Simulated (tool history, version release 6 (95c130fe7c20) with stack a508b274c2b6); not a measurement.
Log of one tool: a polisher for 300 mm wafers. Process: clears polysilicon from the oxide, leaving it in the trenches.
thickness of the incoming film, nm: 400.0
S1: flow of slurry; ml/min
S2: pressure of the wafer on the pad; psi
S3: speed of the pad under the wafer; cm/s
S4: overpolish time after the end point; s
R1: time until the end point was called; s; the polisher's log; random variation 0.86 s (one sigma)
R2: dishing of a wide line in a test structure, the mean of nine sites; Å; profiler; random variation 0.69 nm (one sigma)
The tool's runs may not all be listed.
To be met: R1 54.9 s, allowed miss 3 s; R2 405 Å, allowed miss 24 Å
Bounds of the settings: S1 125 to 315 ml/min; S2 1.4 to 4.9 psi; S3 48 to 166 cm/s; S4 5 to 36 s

run  hour   S1   S2   S3  S4      R1      R2
  1     0  205  3.1  106  18  22.047  406.15
  2   1.5  205  3.1  106  21   21.59   414.6
  3   5.7  205  2.8   98  20  26.069  417.11
  4   6.9  200  2.5   92  17  31.047  397.97
  5  13.9  200  2.5  114  17  24.494  406.11
  6  19.8  240  2.5  114  17  24.897  431.04
  7  27.8  235  2.3  106  16  28.767  410.82
  8  32.9  240  2.1   98  17  33.965  413.73
  9  36.4  240    2   94  17  36.298  413.79
 10  38.5  240  1.9   90  17  40.599  411.07
 11  43.2  240  1.8   88  17  43.288   424.4
 12  51.1  195  1.6   70  10  61.301   332.5
 13  58.6  205  1.6   70  11   62.26   345.5
 14  66.3  215  1.6   70  12  59.856   367.2
 15  70.7  220  1.6   70  12   62.16  351.25
 16  76.7  225  1.6   70  13   58.86  361.22
 17    82  230  1.6   70  14  59.201  375.47

5 next moves are on the table. One of them brings every result within its allowed miss. Which?
  A  87.3  240  1.8  70  10   ?   ?
  B  87.3  230  1.9  68   9   ?   ?
  C  87.3  195  1.8  70  11   ?   ?
  D  87.3  205  1.8  68  21   ?   ?
  E  87.3  205  1.5  68  12   ?   ?

move      R1      R2
   A  52.281  356.28
   B  51.239  344.79
   C  53.192  366.17
   D  54.452  418.31
   E  64.651   352.3
A: brings the result that was furthest off to its target, and leaves another outside
B: takes the result that was furthest off past its target
C: brings the result that was furthest off to its target, and leaves another outside
D: meets every target
E: further off than the last run
Move D is the one to make.

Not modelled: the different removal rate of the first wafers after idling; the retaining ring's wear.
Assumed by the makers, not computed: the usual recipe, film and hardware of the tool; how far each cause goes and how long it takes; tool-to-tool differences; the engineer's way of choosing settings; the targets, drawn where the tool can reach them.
